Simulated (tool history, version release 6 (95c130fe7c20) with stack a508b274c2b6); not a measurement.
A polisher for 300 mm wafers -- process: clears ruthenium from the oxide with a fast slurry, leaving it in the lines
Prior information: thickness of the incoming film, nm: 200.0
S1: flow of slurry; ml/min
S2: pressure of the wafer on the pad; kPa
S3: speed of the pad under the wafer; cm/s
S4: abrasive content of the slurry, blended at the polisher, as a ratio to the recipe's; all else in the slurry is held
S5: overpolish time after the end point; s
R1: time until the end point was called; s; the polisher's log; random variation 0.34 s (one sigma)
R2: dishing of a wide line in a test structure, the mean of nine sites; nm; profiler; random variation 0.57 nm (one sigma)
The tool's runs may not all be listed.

run	day	S1	S2	S3	S4	S5	R1	R2
1	0	170	16.5	114	1	27	46.437	86.273
2	0.329	170	19.3	114	1	27	39.756	96.516
3	0.679	170	20.7	114	1	27	37.56	101.13
4	0.842	175	20.7	112	1	24	37.818	90.594
5	0.917	175	22.8	112	1	24	34.475	98.899
6	1.162	175	19.3	112	1	24	40.847	87.474

What does the tool deliver on the next run?
7	1.396	185	22.1	90	1	11	?	?

{"run 7": {"R1": 43.614, "R2": 42.213}}

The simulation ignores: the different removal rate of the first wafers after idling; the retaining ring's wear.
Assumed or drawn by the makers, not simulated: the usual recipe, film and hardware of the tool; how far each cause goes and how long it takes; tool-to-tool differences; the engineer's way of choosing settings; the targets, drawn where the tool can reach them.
